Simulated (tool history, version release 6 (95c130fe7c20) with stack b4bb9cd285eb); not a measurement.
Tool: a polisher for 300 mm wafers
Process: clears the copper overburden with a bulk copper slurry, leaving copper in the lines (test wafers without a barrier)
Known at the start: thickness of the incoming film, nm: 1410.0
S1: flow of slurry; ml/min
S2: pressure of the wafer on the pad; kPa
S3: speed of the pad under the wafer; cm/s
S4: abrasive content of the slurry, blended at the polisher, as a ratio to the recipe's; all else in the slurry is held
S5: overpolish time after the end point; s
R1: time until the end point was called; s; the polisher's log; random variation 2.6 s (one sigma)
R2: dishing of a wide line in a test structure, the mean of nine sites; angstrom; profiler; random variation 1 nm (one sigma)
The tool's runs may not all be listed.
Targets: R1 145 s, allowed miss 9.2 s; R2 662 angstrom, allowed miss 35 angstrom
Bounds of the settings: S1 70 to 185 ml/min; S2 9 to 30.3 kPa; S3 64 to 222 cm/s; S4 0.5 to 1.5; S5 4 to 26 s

run,day,S1,S2,S3,S4,S5,R1,R2
1,0,120,19.3,142,1,13,92.688,952.65
2,0.371,120,19.3,174,1,13,76.995,1057
3,0.538,90,19.3,174,1,13,81.377,989.65
4,0.75,90,19.3,154,1,13,92.557,968.69
5,0.958,70,19.3,154,1,13,105.81,900.05
6,1.012,70,19.3,154,1,17,104.56,1055.7
7,1.188,75,17.2,154,1,16,111.46,946.94
8,1.221,75,15.2,154,1,15,126.28,875.14
9,1.496,80,14.5,154,1,14,126.7,792.99
10,1.667,80,13.8,154,1,14,132.31,776.83

5 next moves are on the table. One of them brings every result within its allowed miss. Which?
A,1.838,80,12.4,154,1,11,?,?
B,1.838,70,17.9,122,0.7,15,?,?
C,1.838,70,18.6,152,1,9,?,?
D,1.838,70,15.9,128,1.1,15,?,?
E,1.838,70,11.7,166,1.1,13,?,?

move,R1,R2
A,145.36,606.62
B,147.33,779.88
C,108.79,677.99
D,145.59,772.72
E,146.4,671.27
A: takes the result that was furthest off past its target
B: as far off as the last run
C: brings the result that was furthest off to its target, and leaves another outside
D: as far off as the last run
E: meets every target
The right move is E.
